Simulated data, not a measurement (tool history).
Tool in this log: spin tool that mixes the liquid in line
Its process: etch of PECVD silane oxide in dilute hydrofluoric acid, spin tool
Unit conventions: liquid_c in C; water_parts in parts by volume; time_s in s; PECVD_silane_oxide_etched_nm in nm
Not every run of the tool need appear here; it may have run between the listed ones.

| run | hour | liquid_c | water_parts | time_s | PECVD_silane_oxide_etched_nm |
|---|---|---|---|---|---|
| 1 | 0 | 25 | 105 | 115 | 38.643 |
| 2 | 6.5 | 25 | 135 | 115 | 29.401 |
| 3 | 7.6 | 25 | 170 | 115 | 22.252 |
| 4 | 11.5 | 27 | 170 | 115 | 23.875 |
| 5 | 20.3 | 27 | 140 | 115 | 29.96 |
| 6 | 26.4 | 27 | 165 | 115 | 24.806 |

Run 7, settings as shown, results not yet in. Your forecast:
| 7 | 28.2 | 28.5 | 145 | 115 | ? |

{"run 7": {"PECVD_silane_oxide_etched_nm": 30.579}}
